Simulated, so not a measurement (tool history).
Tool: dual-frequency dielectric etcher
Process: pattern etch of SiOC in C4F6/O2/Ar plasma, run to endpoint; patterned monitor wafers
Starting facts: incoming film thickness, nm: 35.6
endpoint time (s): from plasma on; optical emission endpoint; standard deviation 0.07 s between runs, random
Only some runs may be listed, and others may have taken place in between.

| run | hour | bias power (W) | source power (W) | endpoint time (s) |
|---|---|---|---|---|
| 1 | 0.0 | 470 | 410 | 12.677 |
| 2 | 2.2 | 470 | 380 | 13.220 |
| 3 | 4.0 | 508 | 390 | 12.733 |
| 4 | 8.9 | 537 | 400 | 12.329 |
| 5 | 11.9 | 537 | 370 | 12.582 |
| 6 | 16.8 | 537 | 320 | 13.425 |
| 7 | 19.8 | 569 | 340 | 12.813 |
| 8 | 28.7 | 592 | 350 | 12.594 |
| 9 | 36.5 | 608 | 360 | 12.348 |

For run 10, what comes out?
| 10 | 45.1 | 620 | 370 | ? |

endpoint time (s): 12.024
